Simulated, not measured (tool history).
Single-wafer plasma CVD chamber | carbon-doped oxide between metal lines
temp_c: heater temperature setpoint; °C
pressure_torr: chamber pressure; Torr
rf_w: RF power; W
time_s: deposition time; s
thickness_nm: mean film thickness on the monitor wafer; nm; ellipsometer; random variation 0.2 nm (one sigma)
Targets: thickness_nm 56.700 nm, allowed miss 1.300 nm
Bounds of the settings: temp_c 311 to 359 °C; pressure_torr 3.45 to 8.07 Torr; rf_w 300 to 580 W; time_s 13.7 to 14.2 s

Run 1, day 0.000: temp_c 335 °C, pressure_torr 5.76 Torr, rf_w 440 W, time_s 13.7 s. Result: thickness_nm 68.340 nm.
Run 2, day 0.333: temp_c 335 °C, pressure_torr 5.76 Torr, rf_w 400 W, time_s 13.7 s. Result: thickness_nm 64.179 nm.
Run 3, day 0.483: temp_c 335 °C, pressure_torr 5.76 Torr, rf_w 400 W, time_s 13.7 s. Result: thickness_nm 63.841 nm.
Run 4, day 0.671: temp_c 336 °C, pressure_torr 5.68 Torr, rf_w 395 W, time_s 13.7 s. Result: thickness_nm 63.038 nm.
Run 5, day 0.908: temp_c 341 °C, pressure_torr 5.68 Torr, rf_w 395 W, time_s 13.7 s. Result: thickness_nm 61.794 nm.
Run 6, day 0.954: temp_c 341 °C, pressure_torr 5.68 Torr, rf_w 440 W, time_s 13.7 s. Result: thickness_nm 66.436 nm.
Run 7, day 1.233: temp_c 342 °C, pressure_torr 5.60 Torr, rf_w 435 W, time_s 13.7 s. Result: thickness_nm 65.597 nm.
Run 8, day 1.429: temp_c 343 °C, pressure_torr 5.53 Torr, rf_w 430 W, time_s 13.7 s. Result: thickness_nm 65.164 nm.
Run 9, day 1.708: temp_c 344 °C, pressure_torr 5.50 Torr, rf_w 425 W, time_s 13.7 s. Result: thickness_nm 64.554 nm.

5 next moves are on the table. One of them brings every result within its allowed miss. Which?
Run A, day 1.988: temp_c 348 °C, pressure_torr 6.19 Torr, rf_w 320 W, time_s 13.7 s. Result: thickness_nm ?.
Run B, day 1.988: temp_c 336 °C, pressure_torr 5.70 Torr, rf_w 470 W, time_s 13.7 s. Result: thickness_nm ?.
Run C, day 1.988: temp_c 346 °C, pressure_torr 5.35 Torr, rf_w 385 W, time_s 13.7 s. Result: thickness_nm ?.
Run D, day 1.988: temp_c 332 °C, pressure_torr 5.96 Torr, rf_w 500 W, time_s 14.2 s. Result: thickness_nm ?.
Run E, day 1.988: temp_c 347 °C, pressure_torr 5.80 Torr, rf_w 355 W, time_s 13.7 s. Result: thickness_nm ?.

move  thickness_nm
   A        53.259
   B        70.276
   C        59.701
   D        76.654
   E        56.870
A: takes the result that was furthest off past its target
B: further off than the last run
C: nearer than the last run, and not there yet
D: further off than the last run
E: meets every target
The right move is E.
